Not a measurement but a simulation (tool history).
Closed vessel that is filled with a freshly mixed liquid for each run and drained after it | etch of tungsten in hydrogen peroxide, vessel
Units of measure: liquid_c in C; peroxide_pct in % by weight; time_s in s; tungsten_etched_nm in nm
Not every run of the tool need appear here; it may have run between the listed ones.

run  hour  liquid_c  peroxide_pct  time_s  tungsten_etched_nm
  1     0        51            23     105               174.7
  2   2.1        51            26     105              187.03
  3   3.6      47.5            26     105              151.25
  4   8.8      47.5            30     105              159.78
  5  10.7      49.5            30     105              180.46
  6  12.4      52.5            30     105              217.86
  7  15.1        53            30     105              225.89

Estimate the outcome of run 8 from the log above:
  8  23.5      53.5            30     105                   ?

{"run 8": {"tungsten_etched_nm": 231.34}}
